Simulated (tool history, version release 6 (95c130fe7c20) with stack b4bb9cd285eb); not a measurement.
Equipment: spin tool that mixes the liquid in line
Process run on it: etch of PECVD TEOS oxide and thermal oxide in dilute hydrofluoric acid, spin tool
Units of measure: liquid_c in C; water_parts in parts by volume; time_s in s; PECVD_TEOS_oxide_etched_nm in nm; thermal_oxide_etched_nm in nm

{"run": 1, "day": 0.0, "liquid_c": 24, "water_parts": 55, "time_s": 75, "PECVD_TEOS_oxide_etched_nm": 20.394, "thermal_oxide_etched_nm": 7.1138}
{"run": 2, "day": 0.171, "liquid_c": 24, "water_parts": 55, "time_s": 95, "PECVD_TEOS_oxide_etched_nm": 25.569, "thermal_oxide_etched_nm": 8.9679}
{"run": 3, "day": 0.542, "liquid_c": 25, "water_parts": 55, "time_s": 95, "PECVD_TEOS_oxide_etched_nm": 26.636, "thermal_oxide_etched_nm": 9.4096}
{"run": 4, "day": 0.667, "liquid_c": 25, "water_parts": 35, "time_s": 95, "PECVD_TEOS_oxide_etched_nm": 43.338, "thermal_oxide_etched_nm": 15.333}
{"run": 5, "day": 0.975, "liquid_c": 25, "water_parts": 35, "time_s": 105, "PECVD_TEOS_oxide_etched_nm": 47.759, "thermal_oxide_etched_nm": 16.844}
{"run": 6, "day": 1.325, "liquid_c": 23, "water_parts": 35, "time_s": 105, "PECVD_TEOS_oxide_etched_nm": 44.056, "thermal_oxide_etched_nm": 15.213}
{"run": 7, "day": 1.421, "liquid_c": 22, "water_parts": 35, "time_s": 105, "PECVD_TEOS_oxide_etched_nm": 41.969, "thermal_oxide_etched_nm": 14.664}
{"run": 8, "day": 1.788, "liquid_c": 21, "water_parts": 35, "time_s": 105, "PECVD_TEOS_oxide_etched_nm": 40.068, "thermal_oxide_etched_nm": 13.994}
{"run": 9, "day": 2.146, "liquid_c": 21, "water_parts": 35, "time_s": 105, "PECVD_TEOS_oxide_etched_nm": 39.62, "thermal_oxide_etched_nm": 14.113}
{"run": 10, "day": 2.483, "liquid_c": 20, "water_parts": 35, "time_s": 105, "PECVD_TEOS_oxide_etched_nm": 38.475, "thermal_oxide_etched_nm": 13.642}

For run 11, what comes out?
{"run": 11, "day": 2.833, "liquid_c": 17, "water_parts": 45, "time_s": 105, "PECVD_TEOS_oxide_etched_nm": "?", "thermal_oxide_etched_nm": "?"}

Logged for run 11: PECVD_TEOS_oxide_etched_nm 25.783 nm, thermal_oxide_etched_nm 9.1249 nm.
